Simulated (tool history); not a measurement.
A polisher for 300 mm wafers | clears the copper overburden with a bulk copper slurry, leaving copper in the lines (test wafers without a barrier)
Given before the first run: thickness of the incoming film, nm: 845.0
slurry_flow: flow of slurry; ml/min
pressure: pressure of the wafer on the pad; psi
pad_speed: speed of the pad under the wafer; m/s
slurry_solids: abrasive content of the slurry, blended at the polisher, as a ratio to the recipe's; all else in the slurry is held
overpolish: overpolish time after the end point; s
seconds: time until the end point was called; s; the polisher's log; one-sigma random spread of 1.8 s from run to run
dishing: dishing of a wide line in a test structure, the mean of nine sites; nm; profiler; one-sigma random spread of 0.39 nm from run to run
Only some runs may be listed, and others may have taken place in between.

run	day	slurry_flow	pressure	pad_speed	slurry_solids	overpolish	seconds	dishing
1	0.000	225	1.9	1.02	1.00	8	141.35	29.527
2	0.317	250	1.9	1.02	1.00	8	141.12	29.390
3	0.421	250	1.7	1.02	1.00	9	155.90	29.008
4	0.500	250	1.7	1.02	1.15	9	153.22	30.161
5	0.862	200	1.7	1.02	1.15	9	157.49	29.955
# day 1.133: head pressure recalibrated
6	1.133	200	1.7	1.02	1.15	8	169.00	25.883

The next listed run, before its measurement:
7	1.383	185	1.6	1.00	1.15	9	?	?

{"run 7": {"seconds": 184.93, "dishing": 25.943}}
